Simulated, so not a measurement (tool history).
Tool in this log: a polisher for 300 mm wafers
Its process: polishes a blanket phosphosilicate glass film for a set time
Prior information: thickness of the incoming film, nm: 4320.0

run,day,flow of slurry (ml/min),pressure of the wafer on the pad (kPa),speed of the pad under the wafer (cm/s),abrasive content of the slurry,polishing time (s),film removed (nm)
1,0,185,24.1,84,1,105,1005.9
2,0.117,185,18.6,84,1,105,800
3,0.483,185,18.6,84,1,105,788.06
4,0.683,185,18.6,84,1.1,105,813.42
5,0.896,180,17.2,84,1.1,105,752.27
6,0.962,170,17.2,84,1.1,105,757.55

Estimate the outcome of run 7 from the log above:
7,1.179,170,16.5,84,1.1,105,?

Run 7 measured film removed (nm) 722.29.

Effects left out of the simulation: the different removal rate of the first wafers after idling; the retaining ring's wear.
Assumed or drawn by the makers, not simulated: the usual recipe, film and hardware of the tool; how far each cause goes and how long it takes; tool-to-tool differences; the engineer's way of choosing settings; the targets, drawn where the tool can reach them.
